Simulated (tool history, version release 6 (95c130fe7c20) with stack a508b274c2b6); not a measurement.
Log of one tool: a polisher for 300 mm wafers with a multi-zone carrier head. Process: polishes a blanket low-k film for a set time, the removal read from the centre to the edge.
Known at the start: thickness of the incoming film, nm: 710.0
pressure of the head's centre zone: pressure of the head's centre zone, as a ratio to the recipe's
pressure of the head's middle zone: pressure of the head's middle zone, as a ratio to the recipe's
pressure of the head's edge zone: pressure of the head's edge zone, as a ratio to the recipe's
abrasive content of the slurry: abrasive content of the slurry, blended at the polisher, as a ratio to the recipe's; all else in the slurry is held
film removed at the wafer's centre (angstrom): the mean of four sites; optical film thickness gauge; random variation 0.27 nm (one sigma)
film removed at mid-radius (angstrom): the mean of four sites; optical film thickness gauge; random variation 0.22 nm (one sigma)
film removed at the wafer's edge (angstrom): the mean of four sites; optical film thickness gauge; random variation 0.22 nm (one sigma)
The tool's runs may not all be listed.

run	hour	flow of slurry (ml/min)	pressure of the head's centre zone	pressure of the head's middle zone	pressure of the head's edge zone	abrasive content of the slurry	polishing time (s)	film removed at the wafer's centre (angstrom)	film removed at mid-radius (angstrom)	film removed at the wafer's edge (angstrom)
1	0.0	155	1.00	1.00	1.00	1.00	72	262.05	259.29	263.99
2	6.8	130	1.00	1.00	1.00	1.00	72	253.58	251.80	253.92
3	14.6	130	1.00	0.95	1.00	1.00	72	249.70	236.46	261.77
4	16.1	125	1.00	0.96	0.98	0.90	71	231.73	222.07	236.95
5	20.7	125	1.00	0.96	0.98	1.00	71	242.57	236.48	248.43
6	28.7	120	1.00	0.95	0.95	0.90	71	236.07	223.17	234.09
7	29.5	115	0.99	0.95	0.93	0.80	71	214.37	205.63	214.21
8	33.2	115	0.99	0.95	0.91	0.75	71	202.76	199.15	206.58
9	39.7	115	1.00	0.95	0.89	0.75	71	207.26	199.11	207.38
10	42.3	115	1.01	0.95	0.88	0.70	71	201.21	194.91	194.40

Forecast run 11:
11	50.8	115	1.01	0.94	0.87	0.70	71	?	?	?

film removed at the wafer's centre (angstrom): 206.02
film removed at mid-radius (angstrom): 191.24
film removed at the wafer's edge (angstrom): 198.03
